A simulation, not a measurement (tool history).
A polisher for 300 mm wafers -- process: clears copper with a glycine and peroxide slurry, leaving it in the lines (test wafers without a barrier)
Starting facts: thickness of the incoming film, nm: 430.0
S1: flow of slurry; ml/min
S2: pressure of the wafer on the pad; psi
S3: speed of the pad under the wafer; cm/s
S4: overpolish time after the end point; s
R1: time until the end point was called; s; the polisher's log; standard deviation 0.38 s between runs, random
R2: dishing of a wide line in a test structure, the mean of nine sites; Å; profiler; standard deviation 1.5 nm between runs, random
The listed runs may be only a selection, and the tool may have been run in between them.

run    day   S1   S2   S3  S4      R1      R2
  1  0.000  235  3.4   94  20  63.696  742.65
  2  0.254  235  3.4   94  28  64.566  874.36
  3  0.467  235  2.8   94  28  75.113  794.49
  4  0.588  235  2.8  110  28  65.288  849.87
  5  0.612  235  2.8  110  33  65.917  877.32
  6  0.979  235  2.8  110  28  66.143  866.63
  7  1.104  240  3.1  110  26  59.696  863.96
  8  1.133  250  3.3  110  25  56.491  891.68
  9  1.208  250  3.3  110  25  57.013  878.71
 10  1.246  250  3.5  110  24  53.821  883.67
 11  1.517  255  3.6  110  24  53.367  917.64
 12  1.825  255  3.7  110  23  50.423  898.82
 13  2.017  260  3.8  110  23  49.416  900.69

What does the tool deliver on the next run?
 14  2.358  265  3.8  110  23   ?   ?

{"run 14": {"R1": 49.727, "R2": 915.88}}

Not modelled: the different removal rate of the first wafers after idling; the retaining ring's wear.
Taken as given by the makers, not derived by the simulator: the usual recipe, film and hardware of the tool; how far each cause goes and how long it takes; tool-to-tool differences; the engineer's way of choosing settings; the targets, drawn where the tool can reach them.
